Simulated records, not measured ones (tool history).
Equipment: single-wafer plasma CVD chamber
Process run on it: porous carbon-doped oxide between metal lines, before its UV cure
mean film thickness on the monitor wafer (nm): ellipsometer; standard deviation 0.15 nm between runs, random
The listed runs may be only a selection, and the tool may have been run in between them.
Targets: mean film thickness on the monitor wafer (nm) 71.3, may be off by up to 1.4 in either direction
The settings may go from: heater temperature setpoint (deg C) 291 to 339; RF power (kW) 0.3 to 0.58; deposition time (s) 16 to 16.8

| run | hour | heater temperature setpoint (deg C) | RF power (kW) | deposition time (s) | mean film thickness on the monitor wafer (nm) |
|---|---|---|---|---|---|
| 1 | 0 | 315 | 0.44 | 16.8 | 79.564 |
| 2 | 2.1 | 315 | 0.48 | 16.8 | 85.615 |
| 3 | 5.8 | 319 | 0.47 | 16.8 | 82.243 |
| 4 | 14 | 313 | 0.47 | 16.8 | 85.286 |
| 5 | 22.3 | 309 | 0.47 | 16.8 | 87.451 |
| 6 | 23.7 | 314 | 0.465 | 16.8 | 84.125 |
| 7 | 30 | 318 | 0.46 | 16.8 | 81.188 |
| 8 | 35.8 | 322 | 0.455 | 16.8 | 78.63 |

5 candidate next runs follow, results not yet known. Just one meets every target within its allowed miss. Identify it.
| A | 41.6 | 319 | 0.52 | 16.5 | ? |
| B | 41.6 | 313 | 0.395 | 16.2 | ? |
| C | 41.6 | 329 | 0.42 | 16 | ? |
| D | 41.6 | 328 | 0.425 | 16 | ? |
| E | 41.6 | 317 | 0.385 | 16 | ? |

| move | mean film thickness on the monitor wafer (nm) |
|---|---|
| A | 87.464 |
| B | 70.705 |
| C | 67.396 |
| D | 68.453 |
| E | 66.651 |
A: further off than the last run
B: each result inside its tolerance
C: takes the biggest miss from the last run beyond its target
D: takes the biggest miss from the last run beyond its target
E: takes the biggest miss from the last run beyond its target
So the answer is move B, the one that meets all the targets.
